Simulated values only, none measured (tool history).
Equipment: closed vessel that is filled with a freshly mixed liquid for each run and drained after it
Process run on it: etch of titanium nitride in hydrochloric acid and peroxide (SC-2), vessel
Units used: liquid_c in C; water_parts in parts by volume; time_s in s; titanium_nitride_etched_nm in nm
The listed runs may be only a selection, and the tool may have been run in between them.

run,hour,liquid_c,water_parts,time_s,titanium_nitride_etched_nm
1,0.0,64.0,5,135,27.956
2,4.4,64.0,4,135,32.093
3,5.7,70.0,4,135,46.231
4,8.4,67.0,4,135,38.961
# hour 12.3: chemicals flow meter replaced
5,12.3,64.5,4,135,31.536
6,14.2,63.0,4,135,28.962
7,21.3,62.0,4,135,27.584

Estimate the outcome of run 8 from the log above:
8,23.2,61.0,4,135,?

{"run 8": {"titanium_nitride_etched_nm": 25.71}}
